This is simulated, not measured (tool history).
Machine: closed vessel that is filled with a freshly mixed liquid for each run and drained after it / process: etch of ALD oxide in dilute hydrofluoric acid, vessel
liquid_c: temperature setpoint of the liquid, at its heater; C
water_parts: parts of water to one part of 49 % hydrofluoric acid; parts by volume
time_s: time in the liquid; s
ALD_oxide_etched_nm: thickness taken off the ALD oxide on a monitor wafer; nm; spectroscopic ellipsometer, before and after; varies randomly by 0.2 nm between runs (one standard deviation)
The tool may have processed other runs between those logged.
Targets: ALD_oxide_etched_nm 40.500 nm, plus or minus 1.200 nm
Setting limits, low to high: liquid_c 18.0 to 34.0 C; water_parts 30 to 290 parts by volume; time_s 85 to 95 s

run	hour	liquid_c	water_parts	time_s	ALD_oxide_etched_nm
1	0.0	26.0	160	85	18.049
2	2.6	27.5	145	85	21.449
3	5.9	27.5	110	85	29.422
4	8.9	25.0	110	85	26.772
5	12.0	25.0	130	85	22.196
6	18.5	26.5	125	85	24.563
7	19.4	28.0	120	85	27.152
8	21.1	29.0	115	85	29.511
9	29.2	33.0	95	85	43.142
10	33.5	32.5	95	85	41.773

Which single option among these 4 for the next run brings every result within its allowed miss of target? Just one does.
A	37.8	31.5	95	85	?
B	37.8	30.5	90	90	?
C	37.8	33.5	105	95	?
D	37.8	32.0	95	90	?

move	ALD_oxide_etched_nm
A	40.386
B	43.772
C	43.354
D	43.567
A: all results in spec
B: the biggest miss grows against the last run
C: the biggest miss grows against the last run
D: the biggest miss grows against the last run
Move A is the one to make.
